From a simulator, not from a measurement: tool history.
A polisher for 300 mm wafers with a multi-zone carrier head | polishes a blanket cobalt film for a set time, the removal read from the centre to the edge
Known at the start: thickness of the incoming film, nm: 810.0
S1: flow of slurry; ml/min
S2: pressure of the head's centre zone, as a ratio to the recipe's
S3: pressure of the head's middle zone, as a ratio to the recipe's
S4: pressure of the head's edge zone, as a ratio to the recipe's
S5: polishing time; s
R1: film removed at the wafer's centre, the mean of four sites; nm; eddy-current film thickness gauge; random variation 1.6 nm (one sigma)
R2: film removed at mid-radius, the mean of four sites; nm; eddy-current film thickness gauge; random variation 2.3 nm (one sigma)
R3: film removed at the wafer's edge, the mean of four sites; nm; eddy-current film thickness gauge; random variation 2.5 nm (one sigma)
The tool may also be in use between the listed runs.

| run | hour | S1 | S2 | S3 | S4 | S5 | R1 | R2 | R3 |
|---|---|---|---|---|---|---|---|---|---|
| 1 | 0.0 | 175 | 1.00 | 1.00 | 1.00 | 32 | 252.78 | 253.31 | 255.52 |
| 2 | 8.2 | 205 | 1.00 | 1.00 | 1.00 | 32 | 261.73 | 258.66 | 262.99 |
| 3 | 11.5 | 200 | 1.01 | 0.97 | 0.99 | 32 | 260.15 | 251.99 | 260.44 |
| 4 | 20.1 | 200 | 1.01 | 0.97 | 0.94 | 32 | 259.57 | 247.75 | 252.74 |
| 5 | 28.8 | 200 | 1.01 | 0.97 | 0.94 | 39 | 318.47 | 306.68 | 316.54 |
| 6 | 35.3 | 200 | 1.01 | 0.97 | 0.94 | 47 | 379.30 | 370.67 | 379.20 |
| 7 | 42.0 | 160 | 1.01 | 0.87 | 0.84 | 38 | 297.15 | 268.53 | 293.06 |
| 8 | 44.6 | 160 | 1.02 | 0.87 | 0.84 | 36 | 286.30 | 253.52 | 269.13 |

The next listed run, before its measurement:
| 9 | 47.7 | 155 | 1.02 | 0.86 | 0.84 | 35 | ? | ? | ? |

R1: 278.29 nm
R2: 240.78 nm
R3: 265.37 nm

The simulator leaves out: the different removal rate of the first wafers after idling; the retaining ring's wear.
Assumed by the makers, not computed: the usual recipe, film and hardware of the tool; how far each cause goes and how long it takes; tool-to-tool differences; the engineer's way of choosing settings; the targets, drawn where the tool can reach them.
